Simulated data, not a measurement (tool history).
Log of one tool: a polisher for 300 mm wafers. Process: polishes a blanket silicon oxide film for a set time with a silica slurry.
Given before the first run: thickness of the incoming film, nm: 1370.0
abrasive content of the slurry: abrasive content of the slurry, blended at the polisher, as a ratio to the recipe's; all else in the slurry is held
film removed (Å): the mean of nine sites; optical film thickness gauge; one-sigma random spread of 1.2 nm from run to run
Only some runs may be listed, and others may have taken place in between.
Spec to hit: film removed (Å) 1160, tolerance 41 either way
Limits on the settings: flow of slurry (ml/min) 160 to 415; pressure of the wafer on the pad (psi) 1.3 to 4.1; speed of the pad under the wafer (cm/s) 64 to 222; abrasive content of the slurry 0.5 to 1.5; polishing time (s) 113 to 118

run    day  flow of slurry (ml/min)  pressure of the wafer on the pad (psi)  speed of the pad under the wafer (cm/s)  abrasive content of the slurry  polishing time (s)  film removed (Å)
  1      0                      265                                     2.7                                      142                               1                 113              2674
  2  0.271                      265                                     2.5                                      132                               1                 113            2307.8
  3   0.45                      265                                     2.5                                      132                            0.85                 113            2076.7
  4   0.75                      265                                     2.5                                      132                            0.85                 113            2083.2
  5  0.858                      265                                     2.8                                      132                            0.85                 113            2317.4
  6  1.238                      225                                     2.8                                      132                            0.85                 113            2281.2
  7  1.492                      220                                     2.1                                      106                            0.85                 113            1425.6
  8  1.842                      215                                     1.5                                      104                            0.85                 113            1028.6
  9  1.908                      225                                     1.5                                      104                            0.85                 113            1012.7

4 next moves are on the table. One of them brings every result within its allowed miss. Which?
  A  1.975                      225                                     1.8                                       94                            0.95                 118                 ?
  B  1.975                      265                                     2.2                                       76                            0.95                 116                 ?
  C  1.975                      165                                     1.9                                       86                             0.9                 118                 ?
  D  1.975                      160                                     1.4                                       96                            0.85                 118                 ?

move  film removed (Å)
   A            1259.6
   B            1292.2
   C            1135.8
   D            888.49
A: carries the result that was furthest off beyond its target, to the other side
B: carries the result that was furthest off beyond its target, to the other side
C: all results land within tolerance of their targets
D: further off than the last run
So the answer is move C, the one that meets all the targets.
